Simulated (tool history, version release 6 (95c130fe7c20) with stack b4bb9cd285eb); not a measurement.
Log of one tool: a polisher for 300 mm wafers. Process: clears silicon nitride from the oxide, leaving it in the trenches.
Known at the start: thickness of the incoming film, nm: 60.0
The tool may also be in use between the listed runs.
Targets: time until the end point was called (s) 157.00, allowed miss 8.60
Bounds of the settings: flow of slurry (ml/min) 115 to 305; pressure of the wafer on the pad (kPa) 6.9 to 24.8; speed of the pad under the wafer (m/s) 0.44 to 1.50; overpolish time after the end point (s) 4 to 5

run,hour,flow of slurry (ml/min),pressure of the wafer on the pad (kPa),speed of the pad under the wafer (m/s),overpolish time after the end point (s),time until the end point was called (s)
1,0.0,195,15.9,0.96,5,109.23
2,3.2,195,15.2,0.96,5,114.36
3,4.3,195,15.2,0.96,5,107.73
4,7.7,195,15.2,0.96,4,109.89
# hour 14.8: head pressure recalibrated
5,14.8,195,13.8,0.96,4,115.97
6,21.1,195,13.1,0.94,4,122.50
7,29.0,195,9.0,0.90,4,186.24
8,33.5,195,9.7,0.90,4,169.64

Which of these 5 next moves meets every target?
A,38.0,170,11.7,0.94,5,?
B,38.0,255,9.7,0.86,4,?
C,38.0,170,6.9,1.28,5,?
D,38.0,250,10.3,0.90,5,?
E,38.0,190,9.7,1.14,4,?

move,time until the end point was called (s)
A,140.18
B,173.87
C,171.62
D,156.15
E,137.41
A: takes the result that was furthest off past its target
B: further off than the last run
C: further off than the last run
D: meets every target
E: takes the result that was furthest off past its target
Move D is the one to make.

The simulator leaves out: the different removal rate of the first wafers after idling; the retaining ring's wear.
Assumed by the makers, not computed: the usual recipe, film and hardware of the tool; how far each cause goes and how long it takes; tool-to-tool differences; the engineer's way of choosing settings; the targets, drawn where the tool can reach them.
